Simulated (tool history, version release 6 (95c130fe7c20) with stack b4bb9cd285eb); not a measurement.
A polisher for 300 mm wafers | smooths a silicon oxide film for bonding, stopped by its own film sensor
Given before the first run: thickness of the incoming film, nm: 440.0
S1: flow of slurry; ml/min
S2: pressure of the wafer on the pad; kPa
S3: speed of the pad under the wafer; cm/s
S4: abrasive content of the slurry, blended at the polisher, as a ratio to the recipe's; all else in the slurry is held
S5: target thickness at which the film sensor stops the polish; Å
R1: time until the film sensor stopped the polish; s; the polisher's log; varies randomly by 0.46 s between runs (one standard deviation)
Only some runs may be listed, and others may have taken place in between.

run    day   S1    S2   S3   S4    S5      R1
  1  0.000  125  11.7  100  1.0  4090  56.288
  2  0.267  125  11.7  100  1.0  4130  48.402
  3  0.462  125  11.7  100  1.0  4090  56.492
  4  0.567  125  12.4  100  1.0  4090  53.786
  5  0.746  125  13.1  100  1.0  4090  51.077
  6  0.788  125  13.1   82  1.0  4090  59.517
  7  0.921  125  13.8   84  1.0  4090  55.747

The next listed run, before its measurement:
  8  1.275  125  13.8  84  1.0  4090   ?

R1: 56.552 s

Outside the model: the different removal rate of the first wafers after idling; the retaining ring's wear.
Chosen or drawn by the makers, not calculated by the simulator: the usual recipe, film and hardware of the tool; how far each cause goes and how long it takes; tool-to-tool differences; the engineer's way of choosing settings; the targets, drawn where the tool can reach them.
